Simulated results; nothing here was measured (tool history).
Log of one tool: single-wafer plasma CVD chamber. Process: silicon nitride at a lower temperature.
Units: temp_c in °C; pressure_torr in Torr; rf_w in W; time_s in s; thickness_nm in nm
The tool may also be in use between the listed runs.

Run 1, hour 0.0: temp_c 375 °C, pressure_torr 1.63 Torr, rf_w 280 W, time_s 15.1 s. Result: thickness_nm 16.882 nm.
Run 2, hour 0.8: temp_c 375 °C, pressure_torr 1.75 Torr, rf_w 295 W, time_s 15.1 s. Result: thickness_nm 18.148 nm.
Run 3, hour 7.5: temp_c 375 °C, pressure_torr 1.75 Torr, rf_w 260 W, time_s 15.1 s. Result: thickness_nm 16.108 nm.
Run 4, hour 14.7: temp_c 375 °C, pressure_torr 2.01 Torr, rf_w 260 W, time_s 15.1 s. Result: thickness_nm 16.945 nm.
Run 5, hour 21.8: temp_c 375 °C, pressure_torr 2.07 Torr, rf_w 275 W, time_s 15.1 s. Result: thickness_nm 18.016 nm.
Run 6, hour 23.6: temp_c 375 °C, pressure_torr 2.07 Torr, rf_w 275 W, time_s 15.1 s. Result: thickness_nm 18.106 nm.
Run 7, hour 29.0: temp_c 375 °C, pressure_torr 2.12 Torr, rf_w 285 W, time_s 15.1 s. Result: thickness_nm 18.766 nm.
Run 8, hour 31.6: temp_c 375 °C, pressure_torr 2.15 Torr, rf_w 290 W, time_s 15.1 s. Result: thickness_nm 19.125 nm.
Run 9, hour 33.1: temp_c 375 °C, pressure_torr 2.18 Torr, rf_w 295 W, time_s 15.1 s. Result: thickness_nm 19.550 nm.
Run 10, hour 40.4: temp_c 375 °C, pressure_torr 2.20 Torr, rf_w 300 W, time_s 15.1 s. Result: thickness_nm 19.937 nm.

Run 11 comes next. What will it give?
Run 11, hour 43.1: temp_c 375 °C, pressure_torr 2.22 Torr, rf_w 305 W, time_s 15.1 s. Result: thickness_nm ?.

{"run 11": {"thickness_nm": 20.227}}

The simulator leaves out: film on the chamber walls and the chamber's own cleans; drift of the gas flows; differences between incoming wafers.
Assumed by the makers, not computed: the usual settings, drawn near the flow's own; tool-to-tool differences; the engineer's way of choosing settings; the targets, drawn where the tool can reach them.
